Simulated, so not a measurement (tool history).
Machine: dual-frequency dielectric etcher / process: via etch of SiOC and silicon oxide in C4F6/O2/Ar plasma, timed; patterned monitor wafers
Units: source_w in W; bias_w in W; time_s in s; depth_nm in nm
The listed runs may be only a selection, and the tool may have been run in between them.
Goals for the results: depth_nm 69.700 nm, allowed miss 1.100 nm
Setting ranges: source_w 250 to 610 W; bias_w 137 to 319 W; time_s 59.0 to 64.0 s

Run 1, day 0.000: source_w 430 W, bias_w 228 W, time_s 64.0 s. Result: depth_nm 75.374 nm.
Run 2, day 0.100: source_w 410 W, bias_w 227 W, time_s 64.0 s. Result: depth_nm 74.802 nm.
Run 3, day 0.133: source_w 470 W, bias_w 227 W, time_s 64.0 s. Result: depth_nm 76.468 nm.
Run 4, day 0.500: source_w 440 W, bias_w 223 W, time_s 64.0 s. Result: depth_nm 75.151 nm.
Run 5, day 0.808: source_w 420 W, bias_w 220 W, time_s 64.0 s. Result: depth_nm 73.998 nm.
Run 6, day 0.871: source_w 370 W, bias_w 220 W, time_s 64.0 s. Result: depth_nm 71.807 nm.
Run 7, day 1.000: source_w 360 W, bias_w 219 W, time_s 64.0 s. Result: depth_nm 71.398 nm.
Run 8, day 1.167: source_w 350 W, bias_w 218 W, time_s 64.0 s. Result: depth_nm 71.537 nm.

Exercise: of the 4 proposed moves below, exactly one satisfies all targets within the stated allowed misses. Which move is it?
Run A, day 1.333: source_w 350 W, bias_w 231 W, time_s 63.5 s. Result: depth_nm ?.
Run B, day 1.333: source_w 400 W, bias_w 217 W, time_s 63.5 s. Result: depth_nm ?.
Run C, day 1.333: source_w 350 W, bias_w 249 W, time_s 61.0 s. Result: depth_nm ?.
Run D, day 1.333: source_w 320 W, bias_w 217 W, time_s 64.0 s. Result: depth_nm ?.

move  depth_nm
   A    72.188
   B    71.832
   C    71.884
   D    69.466
A: lands further from the targets than the last run did
B: lands further from the targets than the last run did
C: lands further from the targets than the last run did
D: each result inside its tolerance
Go with D: it meets all targets.
